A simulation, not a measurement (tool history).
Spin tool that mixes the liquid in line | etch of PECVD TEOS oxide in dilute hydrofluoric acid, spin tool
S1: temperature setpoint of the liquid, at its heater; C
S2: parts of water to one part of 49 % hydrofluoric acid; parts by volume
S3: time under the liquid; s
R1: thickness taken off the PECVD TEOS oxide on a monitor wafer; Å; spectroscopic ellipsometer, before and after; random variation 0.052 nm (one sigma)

| run | hour | S1 | S2 | S3 | R1 |
|---|---|---|---|---|---|
| 1 | 0 | 22 | 240 | 280 | 211.01 |
| 2 | 1.7 | 21 | 250 | 280 | 194.36 |
| 3 | 8.9 | 21 | 250 | 305 | 211.17 |
| 4 | 15.5 | 24.5 | 250 | 305 | 240.58 |
| 5 | 21.3 | 23 | 265 | 305 | 211.81 |
| 6 | 22.7 | 23 | 265 | 305 | 211.76 |

Run 7 comes next. What will it give?
| 7 | 28.9 | 19 | 310 | 305 | ? |

Run 7 gave R1 149.98 Å.
